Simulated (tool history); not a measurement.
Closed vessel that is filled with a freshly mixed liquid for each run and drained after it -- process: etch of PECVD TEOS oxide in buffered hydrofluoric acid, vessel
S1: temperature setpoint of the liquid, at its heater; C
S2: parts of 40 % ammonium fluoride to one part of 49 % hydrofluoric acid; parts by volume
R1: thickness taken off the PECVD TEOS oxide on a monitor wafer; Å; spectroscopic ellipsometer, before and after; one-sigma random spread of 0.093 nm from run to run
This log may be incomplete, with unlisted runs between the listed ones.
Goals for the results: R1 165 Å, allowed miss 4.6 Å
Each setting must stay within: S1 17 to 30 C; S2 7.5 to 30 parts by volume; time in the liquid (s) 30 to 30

Run 1, hour 0: S1 22 C, S2 20.5 parts by volume, time in the liquid (s) 30. Result: R1 228.39 Å.
Run 2, hour 1.8: S1 23.5 C, S2 20.5 parts by volume, time in the liquid (s) 30. Result: R1 247.27 Å.
Run 3, hour 10.6: S1 22.5 C, S2 20.5 parts by volume, time in the liquid (s) 30. Result: R1 232.71 Å.
Run 4, hour 19.9: S1 22.5 C, S2 23 parts by volume, time in the liquid (s) 30. Result: R1 214.09 Å.
Run 5, hour 27: S1 22.5 C, S2 25 parts by volume, time in the liquid (s) 30. Result: R1 202 Å.
Run 6, hour 34: S1 22 C, S2 25 parts by volume, time in the liquid (s) 30. Result: R1 199.24 Å.
Run 7, hour 42: S1 21.5 C, S2 25 parts by volume, time in the liquid (s) 30. Result: R1 193.44 Å.
Run 8, hour 44.8: S1 21 C, S2 25 parts by volume, time in the liquid (s) 30. Result: R1 188.06 Å.
Run 9, hour 48.2: S1 20.5 C, S2 25 parts by volume, time in the liquid (s) 30. Result: R1 181.49 Å.
Run 10, hour 53.2: S1 19.5 C, S2 25 parts by volume, time in the liquid (s) 30. Result: R1 172.31 Å.

Which of these 4 next moves meets every target?
Run A, hour 58.2: S1 20.5 C, S2 26.5 parts by volume, time in the liquid (s) 30. Result: R1 ?.
Run B, hour 58.2: S1 18.5 C, S2 22 parts by volume, time in the liquid (s) 30. Result: R1 ?.
Run C, hour 58.2: S1 20.5 C, S2 29 parts by volume, time in the liquid (s) 30. Result: R1 ?.
Run D, hour 58.2: S1 22 C, S2 29 parts by volume, time in the liquid (s) 30. Result: R1 ?.

move      R1
   A  174.83
   B  177.61
   C  164.27
   D  178.65
A: its largest miss is bigger than the last run's
B: its largest miss is bigger than the last run's
C: every result within its allowed miss
D: its largest miss is bigger than the last run's
The right move is C.

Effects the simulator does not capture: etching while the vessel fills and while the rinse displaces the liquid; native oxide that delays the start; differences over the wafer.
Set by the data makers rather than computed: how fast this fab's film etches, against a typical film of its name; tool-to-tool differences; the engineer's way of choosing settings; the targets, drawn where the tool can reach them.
